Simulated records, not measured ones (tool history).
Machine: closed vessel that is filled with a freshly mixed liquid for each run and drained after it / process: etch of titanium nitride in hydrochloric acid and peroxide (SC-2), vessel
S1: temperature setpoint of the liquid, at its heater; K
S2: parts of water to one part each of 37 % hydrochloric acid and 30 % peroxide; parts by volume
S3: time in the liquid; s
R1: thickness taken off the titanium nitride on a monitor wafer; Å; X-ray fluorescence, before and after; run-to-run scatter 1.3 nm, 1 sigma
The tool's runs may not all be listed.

run 1 hour=0.0 | S1=322.15 S2=11.5 S3=1975 | R1=379.73
run 2 hour=3.8 | S1=322.15 S2=8.0 S3=1975 | R1=514.66
run 3 hour=7.0 | S1=324.15 S2=7.5 S3=1975 | R1=620.59
run 4 hour=12.1 | S1=324.15 S2=9.0 S3=1975 | R1=528.98
run 5 hour=20.9 | S1=324.15 S2=9.0 S3=2135 | R1=585.16
run 6 hour=29.1 | S1=324.15 S2=11.5 S3=2135 | R1=471.48
run 7 hour=37.1 | S1=325.65 S2=11.0 S3=2135 | R1=541.29
-- hour=39.6 new drum of peroxide connected
run 8 hour=39.6 | S1=327.15 S2=10.5 S3=2135 | R1=657.88

Expected results for the next run?
run 9 hour=45.9 | S1=328.65 S2=10.5 S3=2135 | R1=?

{"run 9": {"R1": 728.8}}
